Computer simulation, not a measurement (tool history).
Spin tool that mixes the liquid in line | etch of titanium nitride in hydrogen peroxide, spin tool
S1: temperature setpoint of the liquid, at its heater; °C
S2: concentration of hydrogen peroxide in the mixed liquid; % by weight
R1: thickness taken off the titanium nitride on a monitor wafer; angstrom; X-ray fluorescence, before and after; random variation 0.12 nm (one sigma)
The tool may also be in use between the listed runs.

run 1 day=0.000 | S1=46.0 S2=18 time_under_the_liquid_(s)=95 | R1=52.129
run 2 day=0.200 | S1=46.0 S2=20 time_under_the_liquid_(s)=95 | R1=54.447
run 3 day=0.454 | S1=46.0 S2=20 time_under_the_liquid_(s)=95 | R1=54.250
run 4 day=0.604 | S1=46.0 S2=20 time_under_the_liquid_(s)=95 | R1=53.711
run 5 day=0.979 | S1=52.0 S2=20 time_under_the_liquid_(s)=95 | R1=84.249
run 6 day=1.100 | S1=52.5 S2=20 time_under_the_liquid_(s)=95 | R1=85.884
run 7 day=1.221 | S1=53.0 S2=20 time_under_the_liquid_(s)=95 | R1=89.080
run 8 day=1.479 | S1=53.5 S2=20 time_under_the_liquid_(s)=95 | R1=93.993

Forecast run 9:
run 9 day=1.800 | S1=54.0 S2=20 time_under_the_liquid_(s)=95 | R1=?

R1: 96.892 angstrom
